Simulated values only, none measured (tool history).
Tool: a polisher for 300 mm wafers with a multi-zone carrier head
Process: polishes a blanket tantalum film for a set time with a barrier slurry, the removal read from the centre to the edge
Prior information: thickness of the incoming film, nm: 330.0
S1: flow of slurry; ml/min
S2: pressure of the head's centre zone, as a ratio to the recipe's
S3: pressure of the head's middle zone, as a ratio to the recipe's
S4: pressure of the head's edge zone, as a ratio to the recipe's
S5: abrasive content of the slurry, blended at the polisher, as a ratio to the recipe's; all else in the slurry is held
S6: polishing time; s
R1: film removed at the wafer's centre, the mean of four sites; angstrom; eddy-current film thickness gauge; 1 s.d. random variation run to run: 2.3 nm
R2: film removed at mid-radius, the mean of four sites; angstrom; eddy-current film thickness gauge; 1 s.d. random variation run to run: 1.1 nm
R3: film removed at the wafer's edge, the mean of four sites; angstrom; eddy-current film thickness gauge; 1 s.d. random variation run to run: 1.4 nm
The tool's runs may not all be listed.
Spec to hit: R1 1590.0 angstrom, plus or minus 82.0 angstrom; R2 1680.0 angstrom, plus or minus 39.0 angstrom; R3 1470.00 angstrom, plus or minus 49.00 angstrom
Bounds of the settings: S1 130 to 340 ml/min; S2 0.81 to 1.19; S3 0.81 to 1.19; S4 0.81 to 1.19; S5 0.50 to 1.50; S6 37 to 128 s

Run 1, day 0.000: S1 220 ml/min, S2 1.00, S3 1.00, S4 1.00, S5 1.00, S6 82 s. Result: R1 1361.1 angstrom, R2 1318.7 angstrom, R3 1291.90 angstrom.
Run 2, day 0.100: S1 260 ml/min, S2 1.00, S3 1.00, S4 1.00, S5 1.00, S6 82 s. Result: R1 1331.9 angstrom, R2 1355.6 angstrom, R3 1272.80 angstrom.
Run 3, day 0.321: S1 260 ml/min, S2 1.00, S3 1.00, S4 1.00, S5 0.85, S6 82 s. Result: R1 1292.2 angstrom, R2 1261.7 angstrom, R3 1207.40 angstrom.
Run 4, day 0.692: S1 260 ml/min, S2 1.00, S3 1.00, S4 1.00, S5 0.85, S6 66 s. Result: R1 1034.5 angstrom, R2 1012.7 angstrom, R3 976.34 angstrom.
Run 5, day 0.900: S1 260 ml/min, S2 1.00, S3 1.00, S4 1.04, S5 0.85, S6 66 s. Result: R1 1025.9 angstrom, R2 1020.1 angstrom, R3 1005.10 angstrom.
Run 6, day 1.179: S1 250 ml/min, S2 1.05, S3 1.05, S4 1.06, S5 1.05, S6 69 s. Result: R1 1205.6 angstrom, R2 1196.4 angstrom, R3 1132.50 angstrom.
Run 7, day 1.208: S1 245 ml/min, S2 1.07, S3 1.09, S4 1.08, S5 1.20, S6 71 s. Result: R1 1326.7 angstrom, R2 1335.9 angstrom, R3 1214.70 angstrom.
Run 8, day 1.383: S1 240 ml/min, S2 1.08, S3 1.11, S4 1.10, S5 1.30, S6 73 s. Result: R1 1384.3 angstrom, R2 1392.4 angstrom, R3 1309.00 angstrom.
Run 9, day 1.512: S1 255 ml/min, S2 1.09, S3 1.14, S4 1.10, S5 1.35, S6 74 s. Result: R1 1438.3 angstrom, R2 1479.2 angstrom, R3 1311.60 angstrom.
Run 10, day 1.542: S1 255 ml/min, S2 1.09, S3 1.16, S4 1.12, S5 1.40, S6 76 s. Result: R1 1501.6 angstrom, R2 1555.5 angstrom, R3 1364.60 angstrom.
Run 11, day 1.625: S1 255 ml/min, S2 1.09, S3 1.17, S4 1.13, S5 1.45, S6 77 s. Result: R1 1512.0 angstrom, R2 1602.3 angstrom, R3 1430.90 angstrom.

Which one of the following 5 next-run settings gets every result inside its allowed miss? There is exactly one.
Run A, day 1.708: S1 165 ml/min, S2 0.96, S3 1.07, S4 1.18, S5 1.50, S6 88 s. Result: R1 ?, R2 ?, R3 ?.
Run B, day 1.708: S1 240 ml/min, S2 1.05, S3 1.16, S4 1.12, S5 1.45, S6 75 s. Result: R1 ?, R2 ?, R3 ?.
Run C, day 1.708: S1 310 ml/min, S2 1.03, S3 1.13, S4 1.19, S5 1.50, S6 75 s. Result: R1 ?, R2 ?, R3 ?.
Run D, day 1.708: S1 310 ml/min, S2 1.06, S3 1.18, S4 1.13, S5 1.35, S6 80 s. Result: R1 ?, R2 ?, R3 ?.
Run E, day 1.708: S1 235 ml/min, S2 0.95, S3 1.11, S4 1.19, S5 1.45, S6 81 s. Result: R1 ?, R2 ?, R3 ?.

move      R1      R2       R3
   A  1438.6  1590.2  1590.60
   B  1427.9  1532.5  1369.00
   C  1457.4  1554.6  1456.30
   D  1561.2  1678.6  1473.80
   E  1389.4  1589.8  1523.50
A: moves away from the targets compared with the last run
B: moves away from the targets compared with the last run
C: moves away from the targets compared with the last run
D: meets every target
E: moves away from the targets compared with the last run
Go with D: it meets all targets.
